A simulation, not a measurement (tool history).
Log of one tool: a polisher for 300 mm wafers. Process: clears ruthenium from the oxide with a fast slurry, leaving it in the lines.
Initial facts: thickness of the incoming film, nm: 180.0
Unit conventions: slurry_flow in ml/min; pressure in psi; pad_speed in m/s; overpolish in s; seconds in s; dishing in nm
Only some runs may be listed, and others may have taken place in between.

| run | hour | slurry_flow | pressure | pad_speed | slurry_solids | overpolish | seconds | dishing |
|---|---|---|---|---|---|---|---|---|
| 1 | 0 | 130 | 2.5 | 1.18 | 1 | 11 | 46.561 | 36.666 |
| 2 | 7.1 | 130 | 2.9 | 1.18 | 1 | 11 | 39.916 | 42.657 |
| 3 | 8.4 | 125 | 2.7 | 1.16 | 1 | 12 | 44.227 | 42.691 |
| 4 | 14 | 120 | 2.5 | 1.14 | 1 | 12 | 48.511 | 38.12 |
| 5 | 16.6 | 105 | 2.5 | 1.14 | 1 | 12 | 49.882 | 35.916 |
| 6 | 22.2 | 105 | 2.3 | 1.12 | 1 | 13 | 55.704 | 37.308 |
| 7 | 30 | 105 | 2.2 | 1.12 | 1 | 13 | 57.334 | 33.812 |
| 8 | 32.8 | 105 | 2.1 | 1.12 | 1 | 14 | 59.865 | 35.235 |
| 9 | 41.8 | 105 | 2 | 1.12 | 1 | 15 | 63.26 | 37.326 |

Run 10 comes next. What will it give?
| 10 | 49.7 | 105 | 1.9 | 1.12 | 1 | 15 | ? | ? |

Run 10 came out at seconds 66.716 s, dishing 34.227 nm.

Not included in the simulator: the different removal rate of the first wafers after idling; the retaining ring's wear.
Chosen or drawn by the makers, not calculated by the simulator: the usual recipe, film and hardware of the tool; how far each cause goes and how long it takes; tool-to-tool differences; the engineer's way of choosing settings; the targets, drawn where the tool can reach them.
